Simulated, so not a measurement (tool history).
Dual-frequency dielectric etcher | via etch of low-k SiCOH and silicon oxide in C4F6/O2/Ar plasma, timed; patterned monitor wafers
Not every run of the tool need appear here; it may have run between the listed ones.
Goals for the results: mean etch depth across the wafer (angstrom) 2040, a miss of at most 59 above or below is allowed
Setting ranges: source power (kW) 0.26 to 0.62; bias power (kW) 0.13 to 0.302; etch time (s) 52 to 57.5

| run | day | source power (kW) | bias power (kW) | etch time (s) | mean etch depth across the wafer (angstrom) |
|---|---|---|---|---|---|
| 1 | 0 | 0.44 | 0.216 | 57.5 | 1736.6 |
| 2 | 0.088 | 0.44 | 0.216 | 57.5 | 1753.9 |
| 3 | 0.15 | 0.4 | 0.216 | 57.5 | 1667.1 |
| 4 | 0.396 | 0.42 | 0.22 | 57.5 | 1717.8 |
| 5 | 0.517 | 0.44 | 0.224 | 57.5 | 1773.8 |
| 6 | 0.862 | 0.46 | 0.226 | 57.5 | 1828.9 |
| 7 | 1.05 | 0.47 | 0.228 | 57.5 | 1838.1 |
| 8 | 1.112 | 0.48 | 0.23 | 57.5 | 1866.3 |
| 9 | 1.146 | 0.49 | 0.232 | 57.5 | 1885.6 |
| 10 | 1.396 | 0.5 | 0.234 | 57.5 | 1915.9 |
| 11 | 1.646 | 0.51 | 0.235 | 57.5 | 1930.7 |
| 12 | 1.967 | 0.52 | 0.236 | 57.5 | 1965.4 |
| 13 | 2.225 | 0.52 | 0.237 | 57.5 | 1962.3 |
| 14 | 2.55 | 0.52 | 0.238 | 57.5 | 1972.2 |
| 15 | 2.575 | 0.52 | 0.239 | 57.5 | 1955.5 |

Below are 4 possible settings for the next run. Only one of them brings all results inside the allowed miss of their targets. Which is it?
| A | 2.6 | 0.56 | 0.292 | 54 | ? |
| B | 2.6 | 0.52 | 0.267 | 53.5 | ? |
| C | 2.6 | 0.49 | 0.247 | 56.5 | ? |
| D | 2.6 | 0.62 | 0.203 | 55 | ? |

| move | mean etch depth across the wafer (angstrom) |
|---|---|
| A | 2032.1 |
| B | 1889.8 |
| C | 1893 |
| D | 1952.8 |
A: every result lands within tolerance
B: its largest miss is bigger than the last run's
C: its largest miss is bigger than the last run's
D: about the same distance from the targets as the last run
The move that meets every target is A.
